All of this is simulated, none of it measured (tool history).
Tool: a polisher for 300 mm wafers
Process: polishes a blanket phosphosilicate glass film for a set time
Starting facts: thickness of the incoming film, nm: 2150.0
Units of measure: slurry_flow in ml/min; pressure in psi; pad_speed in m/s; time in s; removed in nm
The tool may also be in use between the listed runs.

run  hour  slurry_flow  pressure  pad_speed  slurry_solids  time  removed
  1     0          170       3.1        1.2              1   109   940.87
  2   6.1          170       3.1       1.02              1   109   833.17
  3  11.2          170       3.1       1.02           0.85   109   796.89
  4    19          170       3.1       0.88           0.85   109   707.81
  5  24.9          165       2.7       0.88           0.85   109   632.17
  6  32.5          160       2.4       0.86           0.85   109   564.15
  7  35.3          155       2.2       0.84           0.85   109   520.55
  8  44.1          150         2       0.84           0.85   109   481.15

What does the tool deliver on the next run?
  9  48.3          145       1.9       0.84           0.85   109        ?

{"run 9": {"removed": 465.41}}
